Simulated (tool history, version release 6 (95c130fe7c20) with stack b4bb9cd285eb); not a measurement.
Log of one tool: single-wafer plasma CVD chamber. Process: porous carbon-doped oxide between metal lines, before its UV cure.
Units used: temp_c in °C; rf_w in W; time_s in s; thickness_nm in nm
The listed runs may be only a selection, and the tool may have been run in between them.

{"run": 1, "hour": 0.0, "temp_c": 305, "rf_w": 600, "time_s": 38.6, "thickness_nm": 216.79}
{"run": 2, "hour": 8.9, "temp_c": 310, "rf_w": 585, "time_s": 38.5, "thickness_nm": 209.13}
{"run": 3, "hour": 15.0, "temp_c": 313, "rf_w": 565, "time_s": 38.4, "thickness_nm": 201.11}
{"run": 4, "hour": 20.3, "temp_c": 313, "rf_w": 515, "time_s": 38.4, "thickness_nm": 188.13}
{"run": 5, "hour": 24.0, "temp_c": 313, "rf_w": 430, "time_s": 38.4, "thickness_nm": 167.33}
{"run": 6, "hour": 28.2, "temp_c": 313, "rf_w": 430, "time_s": 38.6, "thickness_nm": 168.06}
{"run": 7, "hour": 30.1, "temp_c": 309, "rf_w": 440, "time_s": 38.6, "thickness_nm": 174.66}

What will run 8 give?
{"run": 8, "hour": 37.5, "temp_c": 307, "rf_w": 445, "time_s": 38.6, "thickness_nm": "?"}

{"run 8": {"thickness_nm": 176.56}}
